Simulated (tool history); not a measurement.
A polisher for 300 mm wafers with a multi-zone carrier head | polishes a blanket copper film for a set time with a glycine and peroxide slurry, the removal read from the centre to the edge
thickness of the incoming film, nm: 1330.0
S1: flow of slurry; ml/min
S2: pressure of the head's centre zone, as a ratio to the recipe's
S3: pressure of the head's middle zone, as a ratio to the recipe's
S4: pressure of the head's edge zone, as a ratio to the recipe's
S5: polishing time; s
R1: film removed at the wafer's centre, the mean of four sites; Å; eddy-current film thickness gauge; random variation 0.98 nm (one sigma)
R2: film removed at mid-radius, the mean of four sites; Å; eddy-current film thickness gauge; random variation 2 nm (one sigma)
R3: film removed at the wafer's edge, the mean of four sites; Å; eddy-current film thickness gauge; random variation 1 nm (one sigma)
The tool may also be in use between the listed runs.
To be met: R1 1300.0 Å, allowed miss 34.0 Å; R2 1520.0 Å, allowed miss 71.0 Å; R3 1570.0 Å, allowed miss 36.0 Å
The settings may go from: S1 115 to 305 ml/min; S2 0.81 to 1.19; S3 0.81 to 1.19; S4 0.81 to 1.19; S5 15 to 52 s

run	day	S1	S2	S3	S4	S5	R1	R2	R3
1	0.000	195	1.00	1.00	1.00	33	1655.8	1693.8	1610.8
2	0.333	195	1.00	0.96	1.00	33	1655.1	1629.6	1624.9
3	0.412	150	1.00	0.96	1.00	33	1572.7	1601.0	1562.0
4	0.525	150	1.00	0.96	0.97	33	1557.1	1574.9	1539.4
5	0.838	145	0.98	0.95	0.98	33	1500.8	1554.2	1540.1
6	1.038	145	0.98	0.95	1.04	33	1510.3	1544.4	1581.0
7	1.104	140	0.97	0.95	1.04	33	1492.1	1527.5	1566.6
8	1.358	135	0.95	0.96	1.05	33	1438.3	1566.3	1574.4
9	1.658	135	0.94	0.96	1.05	33	1439.8	1521.6	1591.3
10	1.975	130	0.93	0.97	1.05	33	1416.2	1501.5	1561.8
11	2.317	130	0.92	0.99	1.06	33	1381.4	1559.2	1578.6
12	2.650	130	0.91	0.99	1.06	33	1360.7	1581.8	1578.1

4 next moves are on the table. One of them brings every result within its allowed miss. Which?
A	2.983	120	0.89	0.99	1.09	33	?	?	?
B	2.983	115	0.90	1.09	1.07	33	?	?	?
C	2.983	155	0.89	0.98	1.00	34	?	?	?
D	2.983	165	0.89	0.99	1.05	32	?	?	?

move	R1	R2	R3
A	1297.9	1512.4	1596.3
B	1295.6	1621.6	1567.5
C	1432.7	1642.4	1651.5
D	1367.4	1578.4	1603.1
A: meets every target
B: brings the result that was furthest off to its target, and leaves another outside
C: further off than the last run
D: further off than the last run
Answer: A
